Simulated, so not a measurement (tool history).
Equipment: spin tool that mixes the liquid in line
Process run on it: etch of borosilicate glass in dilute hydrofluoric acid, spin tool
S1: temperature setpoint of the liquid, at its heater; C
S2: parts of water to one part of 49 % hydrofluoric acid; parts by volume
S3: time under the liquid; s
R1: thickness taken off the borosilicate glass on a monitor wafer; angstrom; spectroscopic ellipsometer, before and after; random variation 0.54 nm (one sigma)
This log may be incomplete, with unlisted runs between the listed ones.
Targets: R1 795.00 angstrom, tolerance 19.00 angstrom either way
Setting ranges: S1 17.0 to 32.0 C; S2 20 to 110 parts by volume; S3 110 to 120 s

run 1 day=0.000 | S1=24.0 S2=60 S3=110 | R1=338.39
run 2 day=0.288 | S1=24.0 S2=60 S3=120 | R1=371.81
run 3 day=0.442 | S1=25.5 S2=55 S3=120 | R1=433.99
run 4 day=0.642 | S1=25.5 S2=45 S3=120 | R1=541.67
run 5 day=0.921 | S1=27.0 S2=45 S3=120 | R1=569.32
run 6 day=1.254 | S1=27.0 S2=45 S3=110 | R1=534.63
run 7 day=1.604 | S1=27.0 S2=45 S3=110 | R1=533.53
run 8 day=1.892 | S1=28.0 S2=45 S3=110 | R1=552.64
run 9 day=2.054 | S1=32.0 S2=30 S3=110 | R1=981.86
run 10 day=2.421 | S1=32.0 S2=30 S3=110 | R1=996.05
run 11 day=2.638 | S1=31.0 S2=30 S3=110 | R1=940.59
run 12 day=2.854 | S1=30.5 S2=30 S3=110 | R1=931.06
run 13 day=3.079 | S1=30.0 S2=30 S3=110 | R1=922.73
run 14 day=3.262 | S1=29.5 S2=30 S3=110 | R1=898.64

Exercise: of the 4 proposed moves below, exactly one satisfies all targets within the stated allowed misses. Which move is it?
run A day=3.446 | S1=31.0 S2=40 S3=115 | R1=?
run B day=3.446 | S1=28.0 S2=30 S3=110 | R1=?
run C day=3.446 | S1=30.5 S2=35 S3=110 | R1=?
run D day=3.446 | S1=29.0 S2=35 S3=110 | R1=?

move=A R1=723.92
move=B R1=831.73
move=C R1=782.11
move=D R1=736.68
A: takes the biggest miss from the last run beyond its target
B: an improvement on the last run, though not all results are within tolerance
C: meets every target
D: takes the biggest miss from the last run beyond its target
The move that meets every target is C.

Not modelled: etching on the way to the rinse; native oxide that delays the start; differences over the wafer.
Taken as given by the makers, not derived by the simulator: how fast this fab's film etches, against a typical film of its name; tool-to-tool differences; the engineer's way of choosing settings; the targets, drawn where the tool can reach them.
